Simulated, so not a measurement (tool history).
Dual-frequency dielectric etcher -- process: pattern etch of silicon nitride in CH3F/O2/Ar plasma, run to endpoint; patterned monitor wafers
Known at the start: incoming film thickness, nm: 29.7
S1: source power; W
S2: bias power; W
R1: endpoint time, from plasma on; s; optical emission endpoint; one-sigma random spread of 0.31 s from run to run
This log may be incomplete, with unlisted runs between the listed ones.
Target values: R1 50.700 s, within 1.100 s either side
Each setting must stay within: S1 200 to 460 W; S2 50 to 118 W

Run 1, hour 0.0: S1 330 W, S2 84 W. Result: R1 44.917 s.
Run 2, hour 1.5: S1 310 W, S2 82 W. Result: R1 45.699 s.
Run 3, hour 9.5: S1 290 W, S2 79 W. Result: R1 47.406 s.
Run 4, hour 12.8: S1 290 W, S2 74 W. Result: R1 48.636 s.
Run 5, hour 16.5: S1 330 W, S2 74 W. Result: R1 46.493 s.
Run 6, hour 17.3: S1 330 W, S2 89 W. Result: R1 44.454 s.
Run 7, hour 18.5: S1 300 W, S2 86 W. Result: R1 45.683 s.
Run 8, hour 22.8: S1 280 W, S2 83 W. Result: R1 46.893 s.
Run 9, hour 26.6: S1 270 W, S2 81 W. Result: R1 48.373 s.

Consider the 5 candidate settings below. Which is the only one whose results all fall within their allowed miss of target?
Run A, hour 30.4: S1 260 W, S2 81 W. Result: R1 ?.
Run B, hour 30.4: S1 270 W, S2 70 W. Result: R1 ?.
Run C, hour 30.4: S1 220 W, S2 71 W. Result: R1 ?.
Run D, hour 30.4: S1 310 W, S2 93 W. Result: R1 ?.
Run E, hour 30.4: S1 330 W, S2 72 W. Result: R1 ?.

move      R1
   A  48.743
   B  50.474
   C  53.428
   D  44.141
   E  46.997
A: moves toward the targets from the last run without getting all of them in spec
B: all results land within tolerance of their targets
C: carries the result that was furthest off beyond its target, to the other side
D: lands further from the targets than the last run did
E: lands further from the targets than the last run did
Go with B: it meets all targets.
